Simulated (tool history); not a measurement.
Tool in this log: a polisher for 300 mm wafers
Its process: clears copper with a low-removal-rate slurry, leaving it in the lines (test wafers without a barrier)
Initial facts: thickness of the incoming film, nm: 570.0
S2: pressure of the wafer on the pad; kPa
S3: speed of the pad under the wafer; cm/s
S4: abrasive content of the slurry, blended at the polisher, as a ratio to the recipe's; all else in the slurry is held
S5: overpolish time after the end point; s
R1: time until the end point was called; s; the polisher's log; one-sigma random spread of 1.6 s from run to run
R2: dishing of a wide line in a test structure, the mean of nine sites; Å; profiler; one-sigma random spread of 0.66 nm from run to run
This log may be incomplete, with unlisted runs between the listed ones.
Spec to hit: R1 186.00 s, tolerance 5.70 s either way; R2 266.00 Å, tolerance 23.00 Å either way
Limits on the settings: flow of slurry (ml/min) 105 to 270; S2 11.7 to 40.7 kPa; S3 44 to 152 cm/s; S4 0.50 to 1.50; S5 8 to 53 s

run 1 hour=0.0 | flow_of_slurry_(ml/min)=175 S2=26.2 S3=98 S4=1.00 S5=27 | R1=148.80 R2=497.56
run 2 hour=2.8 | flow_of_slurry_(ml/min)=175 S2=24.8 S3=98 S4=1.00 S5=22 | R1=158.55 R2=413.63
run 3 hour=10.5 | flow_of_slurry_(ml/min)=175 S2=24.1 S3=98 S4=1.00 S5=19 | R1=161.22 R2=372.38
run 4 hour=17.5 | flow_of_slurry_(ml/min)=175 S2=24.1 S3=98 S4=1.00 S5=28 | R1=160.06 R2=464.85
run 5 hour=24.0 | flow_of_slurry_(ml/min)=175 S2=23.4 S3=98 S4=1.00 S5=24 | R1=165.39 R2=405.24
run 6 hour=25.0 | flow_of_slurry_(ml/min)=175 S2=23.4 S3=114 S4=1.00 S5=24 | R1=143.65 R2=463.61
run 7 hour=30.6 | flow_of_slurry_(ml/min)=175 S2=23.4 S3=114 S4=1.00 S5=24 | R1=143.15 R2=482.21
run 8 hour=35.8 | flow_of_slurry_(ml/min)=175 S2=22.1 S3=114 S4=1.00 S5=20 | R1=153.27 R2=383.49
run 9 hour=37.8 | flow_of_slurry_(ml/min)=175 S2=20.7 S3=114 S4=1.00 S5=19 | R1=162.75 R2=379.00
run 10 hour=44.1 | flow_of_slurry_(ml/min)=160 S2=18.6 S3=106 S4=1.00 S5=8 | R1=199.59 R2=150.73
run 11 hour=49.2 | flow_of_slurry_(ml/min)=175 S2=18.6 S3=106 S4=1.00 S5=9 | R1=193.86 R2=175.52
run 12 hour=57.3 | flow_of_slurry_(ml/min)=185 S2=18.6 S3=106 S4=1.00 S5=11 | R1=193.35 R2=210.14
run 13 hour=61.8 | flow_of_slurry_(ml/min)=195 S2=18.6 S3=106 S4=1.00 S5=11 | R1=188.47 R2=205.04
run 14 hour=62.9 | flow_of_slurry_(ml/min)=200 S2=18.6 S3=106 S4=1.00 S5=12 | R1=191.07 R2=232.20
run 15 hour=66.4 | flow_of_slurry_(ml/min)=205 S2=18.6 S3=106 S4=1.00 S5=12 | R1=188.33 R2=223.99
run 16 hour=73.5 | flow_of_slurry_(ml/min)=200 S2=19.3 S3=106 S4=1.00 S5=20 | R1=183.47 R2=330.40
-- hour=74.9 head pressure recalibrated
run 17 hour=74.9 | flow_of_slurry_(ml/min)=195 S2=19.3 S3=106 S4=1.00 S5=19 | R1=207.57 R2=304.60
run 18 hour=79.0 | flow_of_slurry_(ml/min)=190 S2=19.3 S3=106 S4=1.00 S5=18 | R1=206.87 R2=294.57
run 19 hour=81.6 | flow_of_slurry_(ml/min)=190 S2=19.3 S3=106 S4=1.00 S5=17 | R1=205.20 R2=282.44
run 20 hour=86.2 | flow_of_slurry_(ml/min)=215 S2=21.4 S3=106 S4=1.00 S5=11 | R1=184.93 R2=219.67
run 21 hour=93.8 | flow_of_slurry_(ml/min)=220 S2=21.4 S3=106 S4=1.00 S5=12 | R1=183.59 R2=237.13
run 22 hour=98.9 | flow_of_slurry_(ml/min)=220 S2=21.4 S3=106 S4=1.00 S5=12 | R1=186.74 R2=241.80

4 candidate next runs follow, results not yet known. Just one meets every target within its allowed miss. Identify it.
run A hour=104.0 | flow_of_slurry_(ml/min)=235 S2=20.7 S3=100 S4=1.05 S5=11 | R1=? R2=?
run B hour=104.0 | flow_of_slurry_(ml/min)=260 S2=19.3 S3=112 S4=0.95 S5=12 | R1=? R2=?
run C hour=104.0 | flow_of_slurry_(ml/min)=250 S2=22.1 S3=98 S4=1.05 S5=14 | R1=? R2=?
run D hour=104.0 | flow_of_slurry_(ml/min)=240 S2=20.7 S3=100 S4=1.05 S5=11 | R1=? R2=?

move=A R1=195.82 R2=197.50
move=B R1=189.29 R2=218.22
move=C R1=186.36 R2=251.84
move=D R1=195.35 R2=197.90
A: misses by more than the last run did
B: misses by more than the last run did
C: hits every target within its allowed miss
D: misses by more than the last run did
Go with C: it meets all targets.
